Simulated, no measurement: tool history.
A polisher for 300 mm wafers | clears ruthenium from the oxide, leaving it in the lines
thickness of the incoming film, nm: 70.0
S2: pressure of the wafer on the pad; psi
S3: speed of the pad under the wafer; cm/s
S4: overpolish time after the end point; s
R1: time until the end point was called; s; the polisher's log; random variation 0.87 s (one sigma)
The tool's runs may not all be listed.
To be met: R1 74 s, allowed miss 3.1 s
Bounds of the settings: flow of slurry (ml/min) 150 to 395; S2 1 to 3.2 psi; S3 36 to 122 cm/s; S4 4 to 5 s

run 1 hour=0 | flow_of_slurry_(ml/min)=250 S2=2.1 S3=78 S4=5 | R1=106.03
run 2 hour=5.9 | flow_of_slurry_(ml/min)=250 S2=2.2 S3=78 S4=5 | R1=101.33
run 3 hour=13.3 | flow_of_slurry_(ml/min)=250 S2=2.3 S3=78 S4=5 | R1=97.148
run 4 hour=15.6 | flow_of_slurry_(ml/min)=250 S2=1.8 S3=78 S4=5 | R1=124.39
run 5 hour=17.9 | flow_of_slurry_(ml/min)=250 S2=1.8 S3=78 S4=4 | R1=123.74
run 6 hour=24.5 | flow_of_slurry_(ml/min)=250 S2=1.9 S3=78 S4=4 | R1=115.6
run 7 hour=25.3 | flow_of_slurry_(ml/min)=250 S2=2 S3=78 S4=4 | R1=111.3
run 8 hour=26.5 | flow_of_slurry_(ml/min)=250 S2=2.1 S3=78 S4=4 | R1=108.04
run 9 hour=30.5 | flow_of_slurry_(ml/min)=250 S2=2.2 S3=78 S4=4 | R1=102.12
run 10 hour=35.7 | flow_of_slurry_(ml/min)=250 S2=2.3 S3=78 S4=4 | R1=97.355

5 next moves are on the table. One of them brings every result within its allowed miss. Which?
run A hour=40.9 | flow_of_slurry_(ml/min)=190 S2=2.7 S3=78 S4=5 | R1=?
run B hour=40.9 | flow_of_slurry_(ml/min)=225 S2=3.2 S3=68 S4=4 | R1=?
run C hour=40.9 | flow_of_slurry_(ml/min)=240 S2=2.7 S3=78 S4=5 | R1=?
run D hour=40.9 | flow_of_slurry_(ml/min)=265 S2=3 S3=70 S4=5 | R1=?
run E hour=40.9 | flow_of_slurry_(ml/min)=250 S2=2.4 S3=98 S4=5 | R1=?

move=A R1=85.146
move=B R1=81.101
move=C R1=83.396
move=D R1=82.868
move=E R1=74.659
A: nearer than the last run, and not there yet
B: nearer than the last run, and not there yet
C: nearer than the last run, and not there yet
D: nearer than the last run, and not there yet
E: meets every target
Move E is the one to make.
